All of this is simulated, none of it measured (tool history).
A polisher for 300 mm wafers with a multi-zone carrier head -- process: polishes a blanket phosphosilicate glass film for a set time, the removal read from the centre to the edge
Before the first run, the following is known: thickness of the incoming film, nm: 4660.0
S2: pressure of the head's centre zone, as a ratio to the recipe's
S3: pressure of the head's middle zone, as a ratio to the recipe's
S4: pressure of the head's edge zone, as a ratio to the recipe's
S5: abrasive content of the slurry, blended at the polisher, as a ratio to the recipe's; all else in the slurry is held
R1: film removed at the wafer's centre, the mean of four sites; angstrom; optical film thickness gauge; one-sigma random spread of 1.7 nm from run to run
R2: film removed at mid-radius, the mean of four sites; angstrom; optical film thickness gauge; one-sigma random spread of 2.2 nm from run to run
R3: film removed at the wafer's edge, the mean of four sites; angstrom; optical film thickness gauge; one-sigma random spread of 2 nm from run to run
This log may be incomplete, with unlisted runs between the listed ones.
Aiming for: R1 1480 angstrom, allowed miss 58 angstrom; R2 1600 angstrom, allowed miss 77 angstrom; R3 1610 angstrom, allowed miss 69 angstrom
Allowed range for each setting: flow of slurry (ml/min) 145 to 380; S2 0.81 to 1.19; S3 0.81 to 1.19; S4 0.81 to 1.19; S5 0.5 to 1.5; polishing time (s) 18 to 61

Run 1, hour 0: flow of slurry (ml/min) 245, S2 1, S3 1, S4 1, S5 1, polishing time (s) 39. Result: R1 2188.8 angstrom, R2 2203.6 angstrom, R3 2322.9 angstrom.
Run 2, hour 4.2: flow of slurry (ml/min) 245, S2 1, S3 0.96, S4 1, S5 1, polishing time (s) 39. Result: R1 2233.1 angstrom, R2 2130 angstrom, R3 2317.7 angstrom.
Run 3, hour 11.6: flow of slurry (ml/min) 245, S2 0.97, S3 0.97, S4 0.96, S5 0.85, polishing time (s) 38. Result: R1 2000.6 angstrom, R2 2011.7 angstrom, R3 2052.3 angstrom.
Run 4, hour 19.9: flow of slurry (ml/min) 245, S2 0.97, S3 0.94, S4 0.96, S5 0.85, polishing time (s) 38. Result: R1 1938.7 angstrom, R2 1986.5 angstrom, R3 2055.5 angstrom.
Run 5, hour 26.7: flow of slurry (ml/min) 240, S2 0.96, S3 0.92, S4 0.95, S5 0.75, polishing time (s) 37. Result: R1 1780.6 angstrom, R2 1804.9 angstrom, R3 1916.6 angstrom.
Run 6, hour 34.9: flow of slurry (ml/min) 240, S2 0.94, S3 0.91, S4 0.92, S5 0.65, polishing time (s) 37. Result: R1 1645.3 angstrom, R2 1691.2 angstrom, R3 1777.2 angstrom.
Run 7, hour 42.7: flow of slurry (ml/min) 235, S2 0.92, S3 0.91, S4 0.89, S5 0.6, polishing time (s) 37. Result: R1 1620.8 angstrom, R2 1636.6 angstrom, R3 1680.5 angstrom.
Run 8, hour 47.9: flow of slurry (ml/min) 230, S2 0.89, S3 0.91, S4 0.89, S5 0.6, polishing time (s) 37. Result: R1 1527.5 angstrom, R2 1655.2 angstrom, R3 1716.8 angstrom.
Run 9, hour 50.7: flow of slurry (ml/min) 230, S2 0.89, S3 0.91, S4 0.89, S5 0.6, polishing time (s) 37. Result: R1 1541.7 angstrom, R2 1623.4 angstrom, R3 1660.1 angstrom.
Run 10, hour 52: flow of slurry (ml/min) 225, S2 0.88, S3 0.91, S4 0.89, S5 0.6, polishing time (s) 37. Result: R1 1547.8 angstrom, R2 1671.1 angstrom, R3 1687.7 angstrom.
Run 11, hour 52.9: flow of slurry (ml/min) 225, S2 0.87, S3 0.89, S4 0.86, S5 0.5, polishing time (s) 37. Result: R1 1423.6 angstrom, R2 1489.8 angstrom, R3 1557.7 angstrom.

Which one of the following 5 next-run settings gets every result inside its allowed miss? There is exactly one.
Run A, hour 53.8: flow of slurry (ml/min) 220, S2 1.05, S3 1.19, S4 0.81, S5 0.55, polishing time (s) 35. Result: R1 ?, R2 ?, R3 ?.
Run B, hour 53.8: flow of slurry (ml/min) 235, S2 0.84, S3 1.07, S4 0.81, S5 0.95, polishing time (s) 31. Result: R1 ?, R2 ?, R3 ?.
Run C, hour 53.8: flow of slurry (ml/min) 255, S2 0.81, S3 1.09, S4 0.88, S5 0.6, polishing time (s) 34. Result: R1 ?, R2 ?, R3 ?.
Run D, hour 53.8: flow of slurry (ml/min) 180, S2 0.88, S3 0.94, S4 0.85, S5 0.5, polishing time (s) 39. Result: R1 ?, R2 ?, R3 ?.
Run E, hour 53.8: flow of slurry (ml/min) 170, S2 0.97, S3 0.85, S4 0.94, S5 0.55, polishing time (s) 35. Result: R1 ?, R2 ?, R3 ?.

move      R1      R2      R3
   A  1625.1  1799.6  1503.2
   B  1474.2  1810.3  1634.2
   C  1341.7  1717.3  1583.3
   D  1474.9  1596.3  1630.3
   E  1470.8  1372.8  1579.7
A: takes the result that was furthest off past its target
B: takes the result that was furthest off past its target
C: takes the result that was furthest off past its target
D: every result within its allowed miss
E: its largest miss is bigger than the last run's
Move D is the one to make.
